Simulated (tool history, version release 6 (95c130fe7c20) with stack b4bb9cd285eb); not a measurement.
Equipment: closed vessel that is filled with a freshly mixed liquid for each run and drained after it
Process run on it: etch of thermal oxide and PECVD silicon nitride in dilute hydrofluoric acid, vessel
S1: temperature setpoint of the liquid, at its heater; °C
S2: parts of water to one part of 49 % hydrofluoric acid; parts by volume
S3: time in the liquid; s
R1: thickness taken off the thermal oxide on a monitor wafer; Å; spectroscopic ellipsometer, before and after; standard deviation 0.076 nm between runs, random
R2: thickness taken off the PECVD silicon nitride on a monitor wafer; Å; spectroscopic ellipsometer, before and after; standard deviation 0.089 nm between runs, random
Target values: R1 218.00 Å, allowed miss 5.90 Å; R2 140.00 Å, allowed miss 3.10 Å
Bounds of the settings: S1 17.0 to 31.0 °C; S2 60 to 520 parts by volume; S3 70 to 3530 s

run	hour	S1	S2	S3	R1	R2
1	0.0	23.0	290	1800	232.75	192.18
2	1.6	23.0	325	1800	199.36	173.24
3	4.8	21.5	300	1730	202.51	161.66
4	8.6	21.5	300	1240	144.78	117.00
5	9.3	21.0	265	1175	158.17	121.27
6	14.6	21.0	265	1440	192.95	148.16
7	23.1	20.0	250	1410	195.53	144.69
8	27.6	19.5	235	1380	204.13	146.76
9	31.0	19.0	225	1360	207.57	145.54
10	39.9	19.0	225	1360	206.03	145.49
11	45.3	18.5	215	1340	210.19	143.67
12	52.1	17.0	185	1275	226.87	143.01

Which single option among these 5 for the next run brings every result within its allowed miss of target? Just one does.
A	58.9	17.0	250	1765	?	?
B	58.9	19.0	185	1075	?	?
C	58.9	17.0	215	1530	?	?
D	58.9	17.0	205	1380	?	?
E	58.9	17.0	145	980	?	?

move	R1	R2
A	220.34	148.27
B	208.20	137.77
C	229.09	148.44
D	218.68	140.13
E	232.32	138.80
A: meets the target for the result that was furthest off, but another lies outside its allowed miss
B: takes the biggest miss from the last run beyond its target
C: the biggest miss grows against the last run
D: every result within its allowed miss
E: the biggest miss grows against the last run
Answer: D
